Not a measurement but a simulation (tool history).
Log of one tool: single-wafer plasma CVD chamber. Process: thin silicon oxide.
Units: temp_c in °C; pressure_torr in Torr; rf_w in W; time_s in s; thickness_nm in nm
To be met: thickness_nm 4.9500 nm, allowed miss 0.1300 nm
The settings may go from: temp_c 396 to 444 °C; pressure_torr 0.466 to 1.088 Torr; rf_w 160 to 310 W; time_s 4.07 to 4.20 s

run 1 hour=0.0 | temp_c=420 pressure_torr=0.777 rf_w=235 time_s=4.07 | thickness_nm=6.1232
run 2 hour=2.6 | temp_c=420 pressure_torr=0.726 rf_w=235 time_s=4.07 | thickness_nm=5.7170
run 3 hour=8.4 | temp_c=420 pressure_torr=0.693 rf_w=235 time_s=4.07 | thickness_nm=5.4721
run 4 hour=11.4 | temp_c=411 pressure_torr=0.693 rf_w=235 time_s=4.07 | thickness_nm=5.4943
run 5 hour=14.1 | temp_c=411 pressure_torr=0.693 rf_w=250 time_s=4.07 | thickness_nm=5.7181
run 6 hour=20.7 | temp_c=411 pressure_torr=0.693 rf_w=265 time_s=4.07 | thickness_nm=5.9115
run 7 hour=28.6 | temp_c=411 pressure_torr=0.652 rf_w=265 time_s=4.07 | thickness_nm=5.5367
run 8 hour=35.1 | temp_c=411 pressure_torr=0.628 rf_w=265 time_s=4.07 | thickness_nm=5.3205
run 9 hour=43.3 | temp_c=411 pressure_torr=0.614 rf_w=265 time_s=4.07 | thickness_nm=5.1629
run 10 hour=46.5 | temp_c=411 pressure_torr=0.606 rf_w=265 time_s=4.07 | thickness_nm=5.1067

Which of these 5 next moves meets every target?
run A hour=49.7 | temp_c=414 pressure_torr=0.559 rf_w=260 time_s=4.13 | thickness_nm=?
run B hour=49.7 | temp_c=414 pressure_torr=0.529 rf_w=280 time_s=4.20 | thickness_nm=?
run C hour=49.7 | temp_c=408 pressure_torr=0.611 rf_w=265 time_s=4.14 | thickness_nm=?
run D hour=49.7 | temp_c=417 pressure_torr=0.604 rf_w=250 time_s=4.11 | thickness_nm=?
run E hour=49.7 | temp_c=423 pressure_torr=0.514 rf_w=310 time_s=4.17 | thickness_nm=?

move=A thickness_nm=4.6946
move=B thickness_nm=4.6740
move=C thickness_nm=5.2823
move=D thickness_nm=4.9669
move=E thickness_nm=4.7018
A: takes the result that was furthest off past its target
B: takes the result that was furthest off past its target
C: further off than the last run
D: meets every target
E: takes the result that was furthest off past its target
Answer: D
